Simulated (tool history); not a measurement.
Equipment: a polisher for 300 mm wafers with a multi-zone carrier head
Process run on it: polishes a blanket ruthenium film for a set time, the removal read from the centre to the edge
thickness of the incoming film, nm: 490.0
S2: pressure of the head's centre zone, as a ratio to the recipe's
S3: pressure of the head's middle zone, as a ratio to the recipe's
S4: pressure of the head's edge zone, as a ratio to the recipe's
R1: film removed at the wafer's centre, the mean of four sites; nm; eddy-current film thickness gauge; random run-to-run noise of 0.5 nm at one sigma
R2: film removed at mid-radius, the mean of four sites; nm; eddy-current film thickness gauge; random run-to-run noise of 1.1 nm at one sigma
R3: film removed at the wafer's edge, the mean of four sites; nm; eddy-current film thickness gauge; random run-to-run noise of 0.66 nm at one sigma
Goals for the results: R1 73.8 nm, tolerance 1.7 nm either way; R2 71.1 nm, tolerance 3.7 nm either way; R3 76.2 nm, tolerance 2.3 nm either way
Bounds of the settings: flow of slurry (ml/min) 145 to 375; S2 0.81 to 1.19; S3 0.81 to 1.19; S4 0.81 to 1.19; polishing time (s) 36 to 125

run 1 day=0 | flow_of_slurry_(ml/min)=240 S2=1 S3=1 S4=1 polishing_time_(s)=80 | R1=94.638 R2=93.135 R3=93.746
run 2 day=0.354 | flow_of_slurry_(ml/min)=230 S2=0.97 S3=0.96 S4=0.96 polishing_time_(s)=77 | R1=88.16 R2=88.02 R3=89.703
run 3 day=0.375 | flow_of_slurry_(ml/min)=230 S2=0.97 S3=0.96 S4=0.96 polishing_time_(s)=88 | R1=100.41 R2=101.53 R3=102.02
run 4 day=0.396 | flow_of_slurry_(ml/min)=230 S2=0.91 S3=0.96 S4=0.96 polishing_time_(s)=88 | R1=96.656 R2=99.714 R3=101.8
run 5 day=0.592 | flow_of_slurry_(ml/min)=230 S2=0.91 S3=1.02 S4=0.96 polishing_time_(s)=88 | R1=97.586 R2=103.14 R3=100.83
run 6 day=0.7 | flow_of_slurry_(ml/min)=230 S2=0.93 S3=0.97 S4=0.95 polishing_time_(s)=81 | R1=89.583 R2=92.982 R3=93.264
run 7 day=0.875 | flow_of_slurry_(ml/min)=230 S2=0.95 S3=0.94 S4=0.95 polishing_time_(s)=75 | R1=84.92 R2=82.91 R3=84.969
run 8 day=1.042 | flow_of_slurry_(ml/min)=225 S2=0.92 S3=0.91 S4=0.93 polishing_time_(s)=74 | R1=81.222 R2=79.839 R3=84.234
-- day=1.233 centre zone pressure recalibrated
run 9 day=1.233 | flow_of_slurry_(ml/min)=220 S2=0.91 S3=0.89 S4=0.91 polishing_time_(s)=73 | R1=82.906 R2=76.163 R3=81.598
run 10 day=1.317 | flow_of_slurry_(ml/min)=190 S2=0.81 S3=0.89 S4=0.89 polishing_time_(s)=69 | R1=72.244 R2=71.922 R3=76.902

Pick the move, out of 5, that brings all results within their allowed miss; only one does.
run A day=1.4 | flow_of_slurry_(ml/min)=215 S2=0.81 S3=0.99 S4=0.95 polishing_time_(s)=66 | R1=? R2=? R3=?
run B day=1.4 | flow_of_slurry_(ml/min)=235 S2=0.81 S3=0.9 S4=0.95 polishing_time_(s)=64 | R1=? R2=? R3=?
run C day=1.4 | flow_of_slurry_(ml/min)=280 S2=0.81 S3=0.93 S4=1.08 polishing_time_(s)=62 | R1=? R2=? R3=?
run D day=1.4 | flow_of_slurry_(ml/min)=205 S2=0.81 S3=0.9 S4=0.99 polishing_time_(s)=66 | R1=? R2=? R3=?
run E day=1.4 | flow_of_slurry_(ml/min)=215 S2=0.88 S3=0.9 S4=0.94 polishing_time_(s)=66 | R1=? R2=? R3=?

move=A R1=70.503 R2=75.508 R3=74.478
move=B R1=69.186 R2=68.377 R3=72.92
move=C R1=68.511 R2=69.41 R3=75.887
move=D R1=69.955 R2=69.27 R3=75.559
move=E R1=73.518 R2=69.709 R3=74.229
A: moves away from the targets compared with the last run
B: moves away from the targets compared with the last run
C: moves away from the targets compared with the last run
D: moves away from the targets compared with the last run
E: all results land within tolerance of their targets
So the answer is move E, the one that meets all the targets.
